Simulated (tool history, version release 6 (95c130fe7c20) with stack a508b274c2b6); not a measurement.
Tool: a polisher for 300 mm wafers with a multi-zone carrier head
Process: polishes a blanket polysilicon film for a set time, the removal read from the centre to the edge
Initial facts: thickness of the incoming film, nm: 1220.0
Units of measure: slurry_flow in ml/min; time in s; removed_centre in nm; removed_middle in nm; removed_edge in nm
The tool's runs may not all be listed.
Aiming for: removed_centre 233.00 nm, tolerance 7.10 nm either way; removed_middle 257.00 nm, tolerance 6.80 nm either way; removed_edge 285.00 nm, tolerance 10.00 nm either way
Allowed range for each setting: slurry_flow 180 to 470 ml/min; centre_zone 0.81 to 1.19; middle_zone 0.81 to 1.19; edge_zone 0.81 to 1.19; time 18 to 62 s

| run | hour | slurry_flow | centre_zone | middle_zone | edge_zone | time | removed_centre | removed_middle | removed_edge |
|---|---|---|---|---|---|---|---|---|---|
| 1 | 0.0 | 300 | 1.00 | 1.00 | 1.00 | 40 | 227.02 | 230.42 | 226.26 |
| 2 | 8.5 | 305 | 0.97 | 0.99 | 1.06 | 42 | 232.75 | 238.56 | 244.55 |
| 3 | 9.2 | 310 | 0.94 | 0.99 | 1.10 | 43 | 229.51 | 246.00 | 258.91 |
| 4 | 9.9 | 310 | 0.94 | 0.99 | 1.02 | 43 | 229.14 | 246.79 | 242.55 |
| 5 | 12.7 | 350 | 0.94 | 0.99 | 1.02 | 43 | 231.40 | 252.29 | 247.89 |
| 6 | 21.1 | 370 | 0.93 | 0.99 | 1.08 | 43 | 232.34 | 249.27 | 255.84 |
| 7 | 27.4 | 365 | 0.92 | 0.99 | 1.12 | 44 | 231.46 | 257.21 | 266.24 |
| 8 | 33.5 | 360 | 0.91 | 0.98 | 1.14 | 45 | 236.65 | 257.87 | 273.39 |
| 9 | 37.4 | 355 | 0.85 | 0.96 | 1.19 | 46 | 227.15 | 260.17 | 281.10 |
| 10 | 41.1 | 355 | 0.85 | 0.95 | 1.19 | 46 | 225.64 | 260.07 | 288.84 |

Exactly one of the 5 candidate moves below puts every result within its allowed miss. Which one?
| A | 44.8 | 290 | 0.91 | 0.92 | 1.13 | 49 | ? | ? | ? |
| B | 44.8 | 305 | 0.89 | 0.96 | 1.19 | 46 | ? | ? | ? |
| C | 44.8 | 345 | 0.85 | 0.98 | 1.17 | 44 | ? | ? | ? |
| D | 44.8 | 325 | 0.82 | 0.97 | 1.17 | 46 | ? | ? | ? |
| E | 44.8 | 370 | 0.86 | 0.97 | 1.17 | 44 | ? | ? | ? |

| move | removed_centre | removed_middle | removed_edge |
|---|---|---|---|
| A | 253.64 | 261.02 | 297.76 |
| B | 234.27 | 255.26 | 288.14 |
| C | 216.75 | 251.41 | 275.56 |
| D | 217.20 | 259.20 | 286.92 |
| E | 220.76 | 250.73 | 276.86 |
A: takes the result that was furthest off past its target
B: each result inside its tolerance
C: misses by more than the last run did
D: misses by more than the last run did
E: misses by more than the last run did
The right move is B.

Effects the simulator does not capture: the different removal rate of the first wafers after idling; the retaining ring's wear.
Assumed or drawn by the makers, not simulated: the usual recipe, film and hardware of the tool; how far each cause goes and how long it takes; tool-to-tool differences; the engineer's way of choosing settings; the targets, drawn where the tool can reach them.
